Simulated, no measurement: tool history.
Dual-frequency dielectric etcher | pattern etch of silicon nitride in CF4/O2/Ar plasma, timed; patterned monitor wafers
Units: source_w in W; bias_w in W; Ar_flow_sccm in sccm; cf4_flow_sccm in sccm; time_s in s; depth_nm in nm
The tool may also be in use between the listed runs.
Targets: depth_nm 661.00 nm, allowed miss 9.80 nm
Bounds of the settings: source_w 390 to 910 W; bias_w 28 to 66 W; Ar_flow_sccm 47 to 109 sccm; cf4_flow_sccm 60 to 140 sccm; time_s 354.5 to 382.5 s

| run | hour | source_w | bias_w | Ar_flow_sccm | cf4_flow_sccm | time_s | depth_nm |
|---|---|---|---|---|---|---|---|
| 1 | 0.0 | 650 | 47 | 78 | 100 | 382.5 | 888.75 |
| 2 | 2.5 | 610 | 47 | 78 | 100 | 382.5 | 830.60 |
| 3 | 6.4 | 580 | 47 | 78 | 100 | 382.5 | 791.21 |
| 4 | 8.9 | 620 | 47 | 78 | 100 | 382.5 | 841.12 |
| 5 | 13.8 | 590 | 47 | 78 | 100 | 382.5 | 798.89 |
| 6 | 22.3 | 570 | 47 | 78 | 100 | 382.5 | 776.52 |
| 7 | 30.0 | 550 | 47 | 78 | 100 | 382.5 | 740.41 |
| 8 | 36.6 | 540 | 47 | 78 | 100 | 382.5 | 737.57 |
| 9 | 39.8 | 530 | 47 | 78 | 100 | 382.5 | 723.46 |
| 10 | 43.7 | 520 | 47 | 78 | 100 | 382.5 | 705.34 |
| 11 | 45.9 | 510 | 47 | 78 | 100 | 382.5 | 691.02 |
| 12 | 53.0 | 500 | 47 | 78 | 100 | 382.5 | 682.98 |

4 next moves are on the table. One of them brings every result within its allowed miss. Which?
| A | 60.1 | 600 | 37 | 84 | 91 | 371.0 | ? |
| B | 60.1 | 520 | 46 | 69 | 98 | 380.5 | ? |
| C | 60.1 | 510 | 46 | 77 | 101 | 366.5 | ? |
| D | 60.1 | 500 | 53 | 66 | 100 | 382.5 | ? |

| move | depth_nm |
|---|---|
| A | 684.53 |
| B | 700.47 |
| C | 656.60 |
| D | 731.53 |
A: further off than the last run
B: further off than the last run
C: meets every target
D: further off than the last run
Answer: C

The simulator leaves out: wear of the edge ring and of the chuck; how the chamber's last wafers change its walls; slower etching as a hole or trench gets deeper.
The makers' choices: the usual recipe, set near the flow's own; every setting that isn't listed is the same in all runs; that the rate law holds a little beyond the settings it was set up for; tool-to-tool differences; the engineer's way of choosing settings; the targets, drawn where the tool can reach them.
